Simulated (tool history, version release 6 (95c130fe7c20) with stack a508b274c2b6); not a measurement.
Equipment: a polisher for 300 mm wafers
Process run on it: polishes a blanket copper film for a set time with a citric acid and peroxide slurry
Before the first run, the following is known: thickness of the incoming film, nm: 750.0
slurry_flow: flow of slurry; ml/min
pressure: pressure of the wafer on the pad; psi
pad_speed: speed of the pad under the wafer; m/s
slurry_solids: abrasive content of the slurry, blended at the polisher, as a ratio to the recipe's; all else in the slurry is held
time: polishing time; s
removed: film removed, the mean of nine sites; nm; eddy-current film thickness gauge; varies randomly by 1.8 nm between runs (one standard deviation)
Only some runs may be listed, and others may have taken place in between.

run    day  slurry_flow  pressure  pad_speed  slurry_solids  time  removed
  1      0          255         3       0.86              1   112   188.82
  2  0.221          255         3       0.76              1   112   165.18
  3  0.288          255         3       0.76           0.85   112   162.66
  4  0.446          255       3.2       0.76           0.85   112   174.44
  5  0.575          255         3       0.76           0.85   112   158.89
  6  0.879          255       2.9       0.76           0.85   112   154.64
  7  1.079          255       2.8       0.76           0.85   112    149.5

What does the tool deliver on the next run?
  8  1.312          255       2.7       0.76           0.85   112        ?

Run 8 measured removed 144.88 nm.

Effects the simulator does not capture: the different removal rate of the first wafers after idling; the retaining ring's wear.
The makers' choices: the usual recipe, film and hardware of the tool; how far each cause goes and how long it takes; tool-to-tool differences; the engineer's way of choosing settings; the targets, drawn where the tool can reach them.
